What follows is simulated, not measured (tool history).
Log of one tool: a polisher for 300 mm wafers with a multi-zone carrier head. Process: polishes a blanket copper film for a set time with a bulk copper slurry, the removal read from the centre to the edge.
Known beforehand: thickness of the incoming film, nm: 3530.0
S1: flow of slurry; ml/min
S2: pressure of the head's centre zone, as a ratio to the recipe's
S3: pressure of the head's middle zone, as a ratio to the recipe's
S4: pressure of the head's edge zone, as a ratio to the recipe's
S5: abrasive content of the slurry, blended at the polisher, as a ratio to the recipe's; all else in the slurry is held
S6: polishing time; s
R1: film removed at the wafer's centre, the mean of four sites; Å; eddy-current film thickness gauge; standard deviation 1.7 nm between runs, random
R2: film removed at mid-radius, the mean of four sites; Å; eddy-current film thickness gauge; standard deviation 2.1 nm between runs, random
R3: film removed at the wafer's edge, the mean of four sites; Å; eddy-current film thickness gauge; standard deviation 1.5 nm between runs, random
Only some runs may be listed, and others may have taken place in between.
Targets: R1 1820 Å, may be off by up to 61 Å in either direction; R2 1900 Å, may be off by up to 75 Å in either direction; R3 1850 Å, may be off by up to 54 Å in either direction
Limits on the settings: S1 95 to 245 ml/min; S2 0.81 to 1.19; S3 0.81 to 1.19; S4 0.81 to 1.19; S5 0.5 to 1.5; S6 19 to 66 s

{"run": 1, "hour": 0.0, "S1": 155, "S2": 1, "S3": 1, "S4": 1, "S5": 1, "S6": 42, "R1": 2644.3, "R2": 2772.6, "R3": 2685.1}
{"run": 2, "hour": 1.1, "S1": 155, "S2": 1, "S3": 1, "S4": 1, "S5": 0.85, "S6": 42, "R1": 2572.9, "R2": 2640.6, "R3": 2616.5}
{"run": 3, "hour": 8.1, "S1": 150, "S2": 0.98, "S3": 1, "S4": 0.96, "S5": 0.75, "S6": 40, "R1": 2308.7, "R2": 2434.6, "R3": 2386.6}
{"run": 4, "hour": 15.4, "S1": 120, "S2": 0.98, "S3": 1, "S4": 0.96, "S5": 0.75, "S6": 40, "R1": 2208.2, "R2": 2311, "R3": 2308.9}
{"run": 5, "hour": 16.3, "S1": 120, "S2": 0.98, "S3": 1, "S4": 0.93, "S5": 0.7, "S6": 38, "R1": 2065.2, "R2": 2186.3, "R3": 2165.8}
{"run": 6, "hour": 20.7, "S1": 120, "S2": 1.02, "S3": 1, "S4": 0.93, "S5": 0.7, "S6": 38, "R1": 2160.7, "R2": 2183.3, "R3": 2129.7}
{"run": 7, "hour": 22.4, "S1": 115, "S2": 1.01, "S3": 1, "S4": 0.91, "S5": 0.65, "S6": 37, "R1": 1983.6, "R2": 2052.9, "R3": 2039.9}
{"run": 8, "hour": 25.8, "S1": 125, "S2": 1.03, "S3": 1.02, "S4": 0.82, "S5": 0.5, "S6": 35, "R1": 1907, "R2": 1934.3, "R3": 1769.8}
{"run": 9, "hour": 31.4, "S1": 125, "S2": 1.03, "S3": 1.02, "S4": 0.82, "S5": 0.5, "S6": 35, "R1": 1889.8, "R2": 1996.7, "R3": 1779.3}
{"run": 10, "hour": 36.5, "S1": 120, "S2": 1.02, "S3": 1.01, "S4": 0.84, "S5": 0.5, "S6": 35, "R1": 1846.5, "R2": 1939.2, "R3": 1823.7}
{"run": 11, "hour": 40.7, "S1": 120, "S2": 1.02, "S3": 1, "S4": 0.84, "S5": 0.5, "S6": 35, "R1": 1853.2, "R2": 1901, "R3": 1775.9}

4 candidate next runs follow, results not yet known. Just one meets every target within its allowed miss. Identify it.
{"run": "A", "hour": 44.9, "S1": 125, "S2": 1.02, "S3": 1.08, "S4": 0.81, "S5": 0.5, "S6": 34, "R1": "?", "R2": "?", "R3": "?"}
{"run": "B", "hour": 44.9, "S1": 125, "S2": 1.03, "S3": 0.99, "S4": 0.81, "S5": 0.5, "S6": 34, "R1": "?", "R2": "?", "R3": "?"}
{"run": "C", "hour": 44.9, "S1": 115, "S2": 0.99, "S3": 0.98, "S4": 0.88, "S5": 0.55, "S6": 35, "R1": "?", "R2": "?", "R3": "?"}
{"run": "D", "hour": 44.9, "S1": 130, "S2": 0.99, "S3": 0.98, "S4": 0.81, "S5": 0.5, "S6": 34, "R1": "?", "R2": "?", "R3": "?"}

move=A R1=1824.8 R2=1952 R3=1720.1
move=B R1=1842.1 R2=1853.6 R3=1721.5
move=C R1=1799.5 R2=1880 R3=1835.1
move=D R1=1790.3 R2=1861.6 R3=1733.9
A: lands further from the targets than the last run did
B: lands further from the targets than the last run did
C: meets every target
D: lands further from the targets than the last run did
The move that meets every target is C.
